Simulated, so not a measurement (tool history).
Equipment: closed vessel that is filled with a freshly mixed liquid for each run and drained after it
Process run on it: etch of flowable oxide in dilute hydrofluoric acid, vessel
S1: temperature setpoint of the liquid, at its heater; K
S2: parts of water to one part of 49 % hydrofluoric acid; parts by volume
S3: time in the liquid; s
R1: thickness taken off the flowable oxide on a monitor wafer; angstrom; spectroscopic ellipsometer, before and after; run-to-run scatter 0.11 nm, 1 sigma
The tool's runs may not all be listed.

| run | hour | S1 | S2 | S3 | R1 |
|---|---|---|---|---|---|
| 1 | 0 | 294.15 | 200 | 95 | 201.48 |
| 2 | 2.1 | 294.15 | 200 | 100 | 212.12 |
| 3 | 5.6 | 294.15 | 165 | 100 | 261.87 |
| 4 | 9.6 | 293.65 | 175 | 100 | 244.27 |
| 5 | 17.3 | 293.15 | 185 | 100 | 225.42 |
| 6 | 22.8 | 296.15 | 185 | 100 | 247.7 |
| 7 | 27.2 | 292.15 | 265 | 100 | 138.15 |

Run 8 has not been measured yet. What should we expect?
| 8 | 34.2 | 291.15 | 270 | 100 | ? |

R1: 130.97 angstrom
